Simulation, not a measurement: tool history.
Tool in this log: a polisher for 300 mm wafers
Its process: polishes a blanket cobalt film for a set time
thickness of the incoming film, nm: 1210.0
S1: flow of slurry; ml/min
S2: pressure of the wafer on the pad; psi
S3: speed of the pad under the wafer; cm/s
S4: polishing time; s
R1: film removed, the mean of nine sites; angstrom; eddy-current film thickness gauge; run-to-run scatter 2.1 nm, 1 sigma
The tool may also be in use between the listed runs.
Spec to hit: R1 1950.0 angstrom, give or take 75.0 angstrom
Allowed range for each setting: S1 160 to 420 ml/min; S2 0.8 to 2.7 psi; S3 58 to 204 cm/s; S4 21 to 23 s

run 1 hour=0.0 | S1=270 S2=1.7 S3=130 S4=23 | R1=1117.6
run 2 hour=8.2 | S1=270 S2=1.7 S3=160 S4=23 | R1=1282.7
run 3 hour=16.1 | S1=215 S2=1.7 S3=160 S4=23 | R1=1244.8
run 4 hour=22.0 | S1=215 S2=2.0 S3=160 S4=23 | R1=1404.8
run 5 hour=26.0 | S1=215 S2=2.3 S3=160 S4=23 | R1=1576.1
run 6 hour=30.0 | S1=260 S2=2.3 S3=160 S4=23 | R1=1636.1
run 7 hour=32.1 | S1=270 S2=2.4 S3=160 S4=23 | R1=1731.6
run 8 hour=33.6 | S1=285 S2=2.5 S3=160 S4=23 | R1=1796.1
run 9 hour=35.9 | S1=290 S2=2.6 S3=160 S4=23 | R1=1782.5
run 10 hour=41.1 | S1=290 S2=2.6 S3=162 S4=23 | R1=1847.5

Pick the move, out of 5, that brings all results within their allowed miss; only one does.
run A hour=46.3 | S1=270 S2=2.6 S3=196 S4=23 | R1=?
run B hour=46.3 | S1=315 S2=2.7 S3=182 S4=23 | R1=?
run C hour=46.3 | S1=355 S2=2.7 S3=184 S4=23 | R1=?
run D hour=46.3 | S1=310 S2=2.7 S3=186 S4=23 | R1=?
run E hour=46.3 | S1=235 S2=2.7 S3=174 S4=23 | R1=?

move=A R1=2123.4
move=B R1=2101.7
move=C R1=2144.2
move=D R1=2134.2
move=E R1=1962.5
A: takes the result that was furthest off past its target
B: takes the result that was furthest off past its target
C: takes the result that was furthest off past its target
D: takes the result that was furthest off past its target
E: all results land within tolerance of their targets
So the answer is move E, the one that meets all the targets.
